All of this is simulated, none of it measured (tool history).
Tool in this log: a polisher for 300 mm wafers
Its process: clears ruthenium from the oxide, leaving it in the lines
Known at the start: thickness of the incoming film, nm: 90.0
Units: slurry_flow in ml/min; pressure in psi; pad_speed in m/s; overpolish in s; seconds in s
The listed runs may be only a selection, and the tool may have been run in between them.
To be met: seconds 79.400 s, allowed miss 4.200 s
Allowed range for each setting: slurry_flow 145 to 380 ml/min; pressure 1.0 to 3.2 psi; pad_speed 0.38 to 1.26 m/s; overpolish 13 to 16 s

run 1 day=0.000 | slurry_flow=245 pressure=2.1 pad_speed=0.82 overpolish=16 | seconds=102.310
run 2 day=0.229 | slurry_flow=245 pressure=1.7 pad_speed=0.82 overpolish=16 | seconds=119.420
run 3 day=0.333 | slurry_flow=305 pressure=1.7 pad_speed=0.82 overpolish=16 | seconds=116.460
run 4 day=0.379 | slurry_flow=280 pressure=1.7 pad_speed=0.82 overpolish=16 | seconds=113.870
run 5 day=0.429 | slurry_flow=280 pressure=2.1 pad_speed=0.82 overpolish=16 | seconds=98.351
run 6 day=0.488 | slurry_flow=280 pressure=2.2 pad_speed=0.82 overpolish=16 | seconds=99.630
run 7 day=0.762 | slurry_flow=280 pressure=2.2 pad_speed=0.82 overpolish=16 | seconds=96.981
run 8 day=0.821 | slurry_flow=280 pressure=2.3 pad_speed=0.82 overpolish=16 | seconds=93.384
run 9 day=1.112 | slurry_flow=280 pressure=2.4 pad_speed=0.82 overpolish=16 | seconds=91.784

5 candidate next runs follow, results not yet known. Just one meets every target within its allowed miss. Identify it.
run A day=1.404 | slurry_flow=285 pressure=2.4 pad_speed=0.82 overpolish=16 | seconds=?
run B day=1.404 | slurry_flow=275 pressure=2.8 pad_speed=0.82 overpolish=13 | seconds=?
run C day=1.404 | slurry_flow=250 pressure=2.6 pad_speed=0.48 overpolish=16 | seconds=?
run D day=1.404 | slurry_flow=265 pressure=2.2 pad_speed=0.88 overpolish=16 | seconds=?
run E day=1.404 | slurry_flow=255 pressure=2.8 pad_speed=1.04 overpolish=16 | seconds=?

move=A seconds=88.252
move=B seconds=78.962
move=C seconds=112.330
move=D seconds=90.718
move=E seconds=68.583
A: nearer than the last run, and not there yet
B: every result lands within tolerance
C: moves away from the targets compared with the last run
D: nearer than the last run, and not there yet
E: moves the result that the last run missed by most past its target, out the other side
B meets every target.
